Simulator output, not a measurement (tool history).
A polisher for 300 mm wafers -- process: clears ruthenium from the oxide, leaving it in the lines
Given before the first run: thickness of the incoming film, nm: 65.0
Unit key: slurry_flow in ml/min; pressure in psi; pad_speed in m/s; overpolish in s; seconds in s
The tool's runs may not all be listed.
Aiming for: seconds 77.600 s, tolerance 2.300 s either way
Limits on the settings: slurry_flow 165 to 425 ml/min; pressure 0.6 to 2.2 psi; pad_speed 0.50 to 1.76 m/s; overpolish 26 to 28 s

Run 1, hour 0.0: slurry_flow 275 ml/min, pressure 1.4 psi, pad_speed 1.12 m/s, overpolish 26 s. Result: seconds 88.703 s.
Run 2, hour 5.6: slurry_flow 210 ml/min, pressure 1.4 psi, pad_speed 1.12 m/s, overpolish 26 s. Result: seconds 92.013 s.
Run 3, hour 8.1: slurry_flow 210 ml/min, pressure 1.5 psi, pad_speed 1.12 m/s, overpolish 26 s. Result: seconds 86.654 s.
Run 4, hour 9.1: slurry_flow 210 ml/min, pressure 1.5 psi, pad_speed 0.96 m/s, overpolish 26 s. Result: seconds 98.245 s.
Run 5, hour 14.8: slurry_flow 220 ml/min, pressure 1.6 psi, pad_speed 0.96 m/s, overpolish 26 s. Result: seconds 92.836 s.
Run 6, hour 18.0: slurry_flow 220 ml/min, pressure 1.4 psi, pad_speed 0.96 m/s, overpolish 26 s. Result: seconds 102.490 s.
Run 7, hour 19.2: slurry_flow 225 ml/min, pressure 1.5 psi, pad_speed 0.96 m/s, overpolish 26 s. Result: seconds 96.808 s.
Run 8, hour 20.3: slurry_flow 235 ml/min, pressure 1.6 psi, pad_speed 0.96 m/s, overpolish 26 s. Result: seconds 92.750 s.
Run 9, hour 24.8: slurry_flow 235 ml/min, pressure 1.7 psi, pad_speed 0.96 m/s, overpolish 26 s. Result: seconds 89.140 s.
Run 10, hour 26.6: slurry_flow 235 ml/min, pressure 1.8 psi, pad_speed 0.96 m/s, overpolish 26 s. Result: seconds 85.903 s.
Run 11, hour 32.9: slurry_flow 235 ml/min, pressure 1.9 psi, pad_speed 0.96 m/s, overpolish 26 s. Result: seconds 80.944 s.

Consider the 5 candidate settings below. Which is the only one whose results all fall within their allowed miss of target?
Run A, hour 39.2: slurry_flow 315 ml/min, pressure 2.2 psi, pad_speed 0.78 m/s, overpolish 28 s. Result: seconds ?.
Run B, hour 39.2: slurry_flow 185 ml/min, pressure 1.9 psi, pad_speed 0.96 m/s, overpolish 28 s. Result: seconds ?.
Run C, hour 39.2: slurry_flow 270 ml/min, pressure 1.5 psi, pad_speed 1.16 m/s, overpolish 28 s. Result: seconds ?.
Run D, hour 39.2: slurry_flow 220 ml/min, pressure 1.3 psi, pad_speed 1.32 m/s, overpolish 26 s. Result: seconds ?.
Run E, hour 39.2: slurry_flow 245 ml/min, pressure 2.1 psi, pad_speed 0.92 m/s, overpolish 28 s. Result: seconds ?.

move  seconds
   A   84.228
   B   84.262
   C   83.451
   D   84.441
   E   78.570
A: lands further from the targets than the last run did
B: lands further from the targets than the last run did
C: lands further from the targets than the last run did
D: lands further from the targets than the last run did
E: in spec on every target
Answer: E
